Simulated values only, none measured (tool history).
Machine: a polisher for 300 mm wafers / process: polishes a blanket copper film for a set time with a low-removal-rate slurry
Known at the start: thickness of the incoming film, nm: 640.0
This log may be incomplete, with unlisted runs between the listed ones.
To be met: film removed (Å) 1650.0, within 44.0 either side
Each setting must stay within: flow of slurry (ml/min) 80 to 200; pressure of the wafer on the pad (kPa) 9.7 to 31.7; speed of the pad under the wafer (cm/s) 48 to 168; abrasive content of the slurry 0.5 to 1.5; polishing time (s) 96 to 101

| run | hour | flow of slurry (ml/min) | pressure of the wafer on the pad (kPa) | speed of the pad under the wafer (cm/s) | abrasive content of the slurry | polishing time (s) | film removed (Å) |
|---|---|---|---|---|---|---|---|
| 1 | 0.0 | 130 | 20.7 | 108 | 1.0 | 96 | 2508.2 |
| 2 | 0.7 | 130 | 20.7 | 108 | 1.1 | 96 | 2552.5 |
| 3 | 4.1 | 105 | 20.7 | 108 | 1.1 | 96 | 2450.5 |
| 4 | 7.5 | 100 | 18.6 | 108 | 1.1 | 96 | 2211.7 |
| 5 | 11.0 | 100 | 18.6 | 108 | 1.1 | 101 | 2345.8 |
| 6 | 13.2 | 95 | 16.5 | 108 | 1.1 | 101 | 2117.8 |
| 7 | 14.7 | 95 | 15.2 | 108 | 1.1 | 101 | 2017.0 |
| 8 | 17.7 | 90 | 13.8 | 108 | 1.1 | 101 | 1839.6 |
| 9 | 19.2 | 90 | 13.1 | 108 | 1.1 | 101 | 1776.0 |
| 10 | 24.4 | 90 | 12.4 | 108 | 1.1 | 101 | 1702.6 |

4 next moves are on the table. One of them brings every result within its allowed miss. Which?
| A | 29.6 | 90 | 12.4 | 108 | 1.1 | 97 | ? |
| B | 29.6 | 80 | 14.5 | 116 | 0.8 | 101 | ? |
| C | 29.6 | 80 | 9.7 | 116 | 1.1 | 100 | ? |
| D | 29.6 | 80 | 15.9 | 100 | 1.1 | 100 | ? |

| move | film removed (Å) |
|---|---|
| A | 1642.0 |
| B | 1758.4 |
| C | 1492.6 |
| D | 1775.3 |
A: all results land within tolerance of their targets
B: moves away from the targets compared with the last run
C: carries the result that was furthest off beyond its target, to the other side
D: moves away from the targets compared with the last run
Go with A: it meets all targets.
